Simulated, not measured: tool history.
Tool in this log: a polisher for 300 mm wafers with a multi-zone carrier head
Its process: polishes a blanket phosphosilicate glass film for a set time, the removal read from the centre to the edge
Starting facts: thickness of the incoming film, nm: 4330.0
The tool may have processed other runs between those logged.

| run | hour | flow of slurry (ml/min) | pressure of the head's centre zone | pressure of the head's middle zone | pressure of the head's edge zone | abrasive content of the slurry | polishing time (s) | film removed at the wafer's centre (angstrom) | film removed at mid-radius (angstrom) | film removed at the wafer's edge (angstrom) |
|---|---|---|---|---|---|---|---|---|---|---|
| 1 | 0.0 | 135 | 1.00 | 1.00 | 1.00 | 1.00 | 66 | 3031.0 | 3049.6 | 3014.1 |
| 2 | 2.6 | 145 | 0.97 | 1.04 | 1.05 | 1.15 | 66 | 3219.6 | 3421.6 | 3305.7 |
| 3 | 10.6 | 135 | 0.97 | 1.04 | 1.05 | 1.15 | 66 | 3156.9 | 3348.3 | 3320.2 |
| 4 | 15.6 | 140 | 0.94 | 1.08 | 1.08 | 1.25 | 67 | 3243.7 | 3673.2 | 3556.3 |
| 5 | 24.3 | 140 | 0.94 | 1.08 | 1.08 | 1.25 | 60 | 2830.7 | 3312.7 | 3168.4 |
| 6 | 31.3 | 140 | 1.03 | 1.08 | 1.08 | 1.25 | 60 | 3163.2 | 3319.8 | 3127.2 |
| 7 | 39.6 | 175 | 0.93 | 1.18 | 1.18 | 1.50 | 67 | 3470.3 | 4382.4 | 4021.7 |
| 8 | 48.2 | 180 | 0.92 | 1.18 | 1.18 | 1.50 | 68 | 3569.2 | 4473.0 | 4115.5 |

The next listed run, before its measurement:
| 9 | 56.8 | 185 | 0.91 | 1.18 | 1.18 | 1.50 | 69 | ? | ? | ? |

film removed at the wafer's centre (angstrom): 3596.7
film removed at mid-radius (angstrom): 4581.8
film removed at the wafer's edge (angstrom): 4160.6
